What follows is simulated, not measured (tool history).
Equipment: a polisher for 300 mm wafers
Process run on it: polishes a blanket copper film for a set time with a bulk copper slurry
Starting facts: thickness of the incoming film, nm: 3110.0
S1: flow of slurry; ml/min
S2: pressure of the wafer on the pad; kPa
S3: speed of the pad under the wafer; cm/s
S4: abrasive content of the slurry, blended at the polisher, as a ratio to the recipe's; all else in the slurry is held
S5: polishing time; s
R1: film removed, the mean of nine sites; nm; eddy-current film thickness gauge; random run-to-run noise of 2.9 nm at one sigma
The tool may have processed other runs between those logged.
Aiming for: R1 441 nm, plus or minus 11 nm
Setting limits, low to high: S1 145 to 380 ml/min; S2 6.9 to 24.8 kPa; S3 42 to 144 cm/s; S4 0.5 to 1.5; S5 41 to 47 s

run	hour	S1	S2	S3	S4	S5	R1
1	0	245	15.9	92	1	47	369.39
2	4.6	200	15.9	92	1	47	361.06
3	11.2	200	15.9	78	1	47	311.42
4	16.8	200	15.9	78	1	47	309.92
5	23.9	200	15.9	78	0.8	47	302.65
6	29.4	250	15.9	78	0.8	47	305.53
7	35.8	250	16.5	78	0.8	47	320.95
8	41.8	250	16.5	78	0.8	47	320.02
9	47.4	275	20.7	78	0.8	47	400.76
10	53.8	275	21.4	78	0.8	47	413.76

Consider the 5 candidate settings below. Which is the only one whose results all fall within their allowed miss of target?
A	60.2	305	20.7	82	0.9	42	?
B	60.2	270	22.8	70	0.75	47	?
C	60.2	275	22.1	74	0.8	46	?
D	60.2	225	24.8	68	0.6	46	?
E	60.2	300	23.4	78	0.9	45	?

move	R1
A	381.34
B	385.33
C	391.03
D	375.54
E	440.13
A: moves away from the targets compared with the last run
B: moves away from the targets compared with the last run
C: moves away from the targets compared with the last run
D: moves away from the targets compared with the last run
E: meets every target
Move E is the one to make.

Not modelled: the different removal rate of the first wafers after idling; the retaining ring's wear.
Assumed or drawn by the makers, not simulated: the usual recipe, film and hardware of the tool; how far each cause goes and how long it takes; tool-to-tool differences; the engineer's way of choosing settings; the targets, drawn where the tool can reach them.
